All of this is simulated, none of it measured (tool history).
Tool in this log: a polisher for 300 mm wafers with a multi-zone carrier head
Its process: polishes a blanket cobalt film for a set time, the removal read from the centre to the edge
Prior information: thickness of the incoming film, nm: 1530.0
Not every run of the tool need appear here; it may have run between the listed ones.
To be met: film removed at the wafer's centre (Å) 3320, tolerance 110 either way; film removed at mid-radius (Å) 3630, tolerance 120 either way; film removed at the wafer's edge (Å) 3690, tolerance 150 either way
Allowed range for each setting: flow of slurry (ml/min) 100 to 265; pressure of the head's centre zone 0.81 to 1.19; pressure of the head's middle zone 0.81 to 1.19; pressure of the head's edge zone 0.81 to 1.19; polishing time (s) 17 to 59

run  hour  flow of slurry (ml/min)  pressure of the head's centre zone  pressure of the head's middle zone  pressure of the head's edge zone  polishing time (s)  film removed at the wafer's centre (Å)  film removed at mid-radius (Å)  film removed at the wafer's edge (Å)
  1     0                      170                                   1                                   1                                 1                  38                                  2657.5                          2859.5                                2877.5
  2   3.9                      175                                1.01                                1.01                              1.03                  39                                    2740                          2969.3                                3013.8
  3  12.7                      185                                1.02                                1.02                              1.05                  40                                  2862.3                          3111.7                                3070.4
  4  15.9                      185                                1.02                                1.02                              1.06                  41                                  2951.3                          3142.8                                3105.7
  5  17.1                      185                                1.02                                1.02                              1.12                  41                                  2955.8                          3162.8                                3276.7
  6  22.6                      185                                1.02                                1.03                              1.13                  42                                  3009.6                          3272.9                                3289.3
  7  29.2                      190                                1.02                                1.03                              1.14                  43                                  3043.3                          3313.6                                  3533
  8  31.9                      195                                1.03                                1.04                              1.14                  43                                    3172                          3372.1                                3434.7
  9  33.2                      200                                1.03                                1.04                              1.15                  43                                    3190                            3387                                3501.4
 10  35.2                      205                                1.03                                1.05                              1.16                  43                                  3218.8                            3415                                3484.5
 11  39.8                      205                                1.03                                1.05                              1.16                  43                                  3187.2                          3436.9                                  3508
 12  42.5                      210                                1.03                                1.05                              1.17                  43                                  3217.2                          3493.7                                3484.9

Below are 4 possible settings for the next run. Only one of them brings all results inside the allowed miss of their targets. Which is it?
  A  45.2                      150                                0.99                                1.13                              1.19                  45                                       ?                               ?                                     ?
  B  45.2                      265                                1.05                                1.09                              1.19                  43                                       ?                               ?                                     ?
  C  45.2                      240                                1.07                                1.11                              1.13                  42                                       ?                               ?                                     ?
  D  45.2                      240                                1.09                                 1.1                              1.11                  41                                       ?                               ?                                     ?

move  film removed at the wafer's centre (Å)  film removed at mid-radius (Å)  film removed at the wafer's edge (Å)
   A                                  3036.8                            3659                                3592.1
   B                                  3335.3                            3641                                3621.7
   C                                  3282.3                          3573.9                                3415.4
   D                                  3264.5                          3461.6                                3304.3
A: meets the target for the result that was furthest off, but another lies outside its allowed miss
B: every result lands within tolerance
C: misses by more than the last run did
D: misses by more than the last run did
Answer: B
